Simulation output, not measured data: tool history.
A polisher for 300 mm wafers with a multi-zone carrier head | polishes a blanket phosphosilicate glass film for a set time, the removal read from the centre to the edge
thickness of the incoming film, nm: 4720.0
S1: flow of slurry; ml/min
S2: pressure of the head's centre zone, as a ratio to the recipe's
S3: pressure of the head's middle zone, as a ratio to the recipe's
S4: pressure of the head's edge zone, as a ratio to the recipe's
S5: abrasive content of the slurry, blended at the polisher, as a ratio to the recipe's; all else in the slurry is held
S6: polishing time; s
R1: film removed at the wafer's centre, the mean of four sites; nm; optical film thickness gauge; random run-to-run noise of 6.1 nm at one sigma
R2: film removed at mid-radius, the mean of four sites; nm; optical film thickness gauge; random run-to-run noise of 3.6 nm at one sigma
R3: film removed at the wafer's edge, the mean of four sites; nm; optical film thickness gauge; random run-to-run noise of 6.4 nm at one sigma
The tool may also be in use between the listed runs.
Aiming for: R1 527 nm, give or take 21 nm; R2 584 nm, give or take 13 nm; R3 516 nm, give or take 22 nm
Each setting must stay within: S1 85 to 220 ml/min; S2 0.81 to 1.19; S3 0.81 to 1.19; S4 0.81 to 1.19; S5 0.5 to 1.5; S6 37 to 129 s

run 1 hour=0 | S1=140 S2=1 S3=1 S4=1 S5=1 S6=83 | R1=846.71 R2=853.1 R3=873.3
run 2 hour=0.8 | S1=140 S2=1.03 S3=1 S4=1 S5=1 S6=83 | R1=887.62 R2=848.58 R3=863.07
run 3 hour=7 | S1=140 S2=1.07 S3=1 S4=1 S5=1 S6=83 | R1=949.24 R2=851.66 R3=872.14
run 4 hour=10.6 | S1=140 S2=1.04 S3=1.02 S4=0.94 S5=0.85 S6=78 | R1=771.54 R2=743.23 R3=722.13
run 5 hour=15.5 | S1=140 S2=1.04 S3=1.02 S4=1.01 S5=0.85 S6=78 | R1=787.98 R2=749.26 R3=739.6
run 6 hour=19.8 | S1=105 S2=1.04 S3=1.02 S4=1.01 S5=0.85 S6=78 | R1=714.24 R2=705.65 R3=715.88
run 7 hour=22.7 | S1=110 S2=1.02 S3=1.04 S4=0.97 S5=0.75 S6=76 | R1=654.67 R2=649 R3=641.78
run 8 hour=30.3 | S1=110 S2=1 S3=1.07 S4=0.93 S5=0.7 S6=76 | R1=601.9 R2=638.17 R3=590.07
run 9 hour=35.7 | S1=105 S2=0.99 S3=1.07 S4=0.9 S5=0.65 S6=76 | R1=563.65 R2=601.11 R3=555.22
run 10 hour=42.8 | S1=100 S2=0.99 S3=1.08 S4=0.88 S5=0.65 S6=76 | R1=564.04 R2=596.44 R3=548.6
run 11 hour=45.3 | S1=95 S2=0.98 S3=1.09 S4=0.86 S5=0.65 S6=76 | R1=550.72 R2=594.06 R3=540.42
run 12 hour=46 | S1=95 S2=0.98 S3=1.1 S4=0.85 S5=0.65 S6=76 | R1=549.13 R2=598.6 R3=536.79
run 13 hour=54.2 | S1=95 S2=0.98 S3=1.1 S4=0.84 S5=0.65 S6=76 | R1=550.15 R2=603.82 R3=533.23
run 14 hour=56.5 | S1=95 S2=0.97 S3=1.1 S4=0.83 S5=0.65 S6=76 | R1=546.19 R2=599.52 R3=533.69
run 15 hour=62.9 | S1=95 S2=0.97 S3=1.1 S4=0.82 S5=0.65 S6=76 | R1=542.38 R2=601.66 R3=525.24

Exercise: of the 5 proposed moves below, exactly one satisfies all targets within the stated allowed misses. Which move is it?
run A hour=69.3 | S1=110 S2=0.9 S3=1.11 S4=0.81 S5=0.6 S6=80 | R1=? R2=? R3=?
run B hour=69.3 | S1=85 S2=0.99 S3=1.13 S4=0.87 S5=0.7 S6=70 | R1=? R2=? R3=?
run C hour=69.3 | S1=110 S2=0.93 S3=1.1 S4=0.81 S5=0.6 S6=83 | R1=? R2=? R3=?
run D hour=69.3 | S1=85 S2=1 S3=0.95 S4=0.93 S5=0.65 S6=80 | R1=? R2=? R3=?
run E hour=69.3 | S1=85 S2=0.94 S3=1.06 S4=0.93 S5=0.65 S6=79 | R1=? R2=? R3=?

move=A R1=508.39 R2=608.99 R3=530.86
move=B R1=520.06 R2=578.54 R3=519.13
move=C R1=545.14 R2=626.84 R3=550.84
move=D R1=567.69 R2=540.17 R3=578.44
move=E R1=527.11 R2=585.32 R3=570.37
A: lands further from the targets than the last run did
B: meets every target
C: lands further from the targets than the last run did
D: takes the result that was furthest off past its target
E: brings the result that was furthest off to its target, and leaves another outside
B is the move that brings every result within its allowed miss.
